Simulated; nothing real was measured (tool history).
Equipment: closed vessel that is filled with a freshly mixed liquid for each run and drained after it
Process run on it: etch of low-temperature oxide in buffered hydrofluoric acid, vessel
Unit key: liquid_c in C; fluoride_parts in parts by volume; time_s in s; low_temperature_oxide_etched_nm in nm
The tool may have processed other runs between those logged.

run,hour,liquid_c,fluoride_parts,time_s,low_temperature_oxide_etched_nm
1,0.0,25.0,22.0,90,84.142
2,7.7,25.0,19.0,90,94.320
3,16.2,28.5,19.0,90,113.970
4,18.1,28.5,25.0,90,93.015
5,19.5,29.5,22.0,90,107.410
6,21.2,32.0,22.0,90,121.660
7,29.3,32.0,19.5,90,133.100
8,33.2,32.0,17.5,90,148.140

Run 9, settings as shown, results not yet in. Your forecast:
9,35.8,32.0,16.5,90,?

low_temperature_oxide_etched_nm: 156.460 nm

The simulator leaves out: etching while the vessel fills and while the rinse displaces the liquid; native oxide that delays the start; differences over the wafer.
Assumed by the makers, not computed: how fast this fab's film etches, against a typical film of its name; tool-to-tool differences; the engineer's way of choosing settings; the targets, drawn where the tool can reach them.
